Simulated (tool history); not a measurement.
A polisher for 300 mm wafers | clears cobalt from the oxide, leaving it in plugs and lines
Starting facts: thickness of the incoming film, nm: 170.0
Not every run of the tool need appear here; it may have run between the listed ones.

run,hour,flow of slurry (ml/min),pressure of the wafer on the pad (psi),speed of the pad under the wafer (m/s),overpolish time after the end point (s),time until the end point was called (s),dishing of a wide line in a test structure (angstrom)
1,0.0,200,1.3,0.84,20,54.326,365.53
2,4.3,200,1.3,0.84,24,57.037,396.03
3,9.0,170,1.3,0.84,24,56.913,400.31
4,15.6,170,1.1,0.84,24,66.113,373.40
5,22.7,170,1.4,0.84,24,53.569,421.30
6,30.5,170,1.4,0.84,30,53.521,466.43
7,35.0,170,1.3,0.74,25,63.881,384.89
8,36.2,160,0.9,0.50,15,134.470,159.02

Predict the results of run 9:
9,42.9,160,0.9,0.50,15,?,?

time until the end point was called (s): 132.180
dishing of a wide line in a test structure (angstrom): 158.47
